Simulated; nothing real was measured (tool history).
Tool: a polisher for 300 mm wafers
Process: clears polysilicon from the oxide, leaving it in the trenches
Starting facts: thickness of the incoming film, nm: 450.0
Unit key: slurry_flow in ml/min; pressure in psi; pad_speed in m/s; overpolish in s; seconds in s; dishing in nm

{"run": 1, "hour": 0.0, "slurry_flow": 260, "pressure": 1.6, "pad_speed": 1.16, "overpolish": 8, "seconds": 41.001, "dishing": 40.812}
{"run": 2, "hour": 8.4, "slurry_flow": 260, "pressure": 1.6, "pad_speed": 1.42, "overpolish": 8, "seconds": 33.987, "dishing": 44.619}
{"run": 3, "hour": 16.8, "slurry_flow": 295, "pressure": 1.6, "pad_speed": 1.42, "overpolish": 8, "seconds": 34.393, "dishing": 45.943}
{"run": 4, "hour": 20.9, "slurry_flow": 295, "pressure": 1.6, "pad_speed": 1.64, "overpolish": 8, "seconds": 29.759, "dishing": 46.316}
{"run": 5, "hour": 21.9, "slurry_flow": 295, "pressure": 1.5, "pad_speed": 1.64, "overpolish": 7, "seconds": 31.072, "dishing": 44.578}
{"run": 6, "hour": 23.8, "slurry_flow": 295, "pressure": 1.5, "pad_speed": 1.64, "overpolish": 9, "seconds": 31.401, "dishing": 46.317}
{"run": 7, "hour": 28.3, "slurry_flow": 295, "pressure": 1.5, "pad_speed": 1.64, "overpolish": 9, "seconds": 31.71, "dishing": 44.714}

Forecast run 8:
{"run": 8, "hour": 34.3, "slurry_flow": 285, "pressure": 1.4, "pad_speed": 1.66, "overpolish": 8, "seconds": "?", "dishing": "?"}

{"run 8": {"seconds": 33.746, "dishing": 44.118}}

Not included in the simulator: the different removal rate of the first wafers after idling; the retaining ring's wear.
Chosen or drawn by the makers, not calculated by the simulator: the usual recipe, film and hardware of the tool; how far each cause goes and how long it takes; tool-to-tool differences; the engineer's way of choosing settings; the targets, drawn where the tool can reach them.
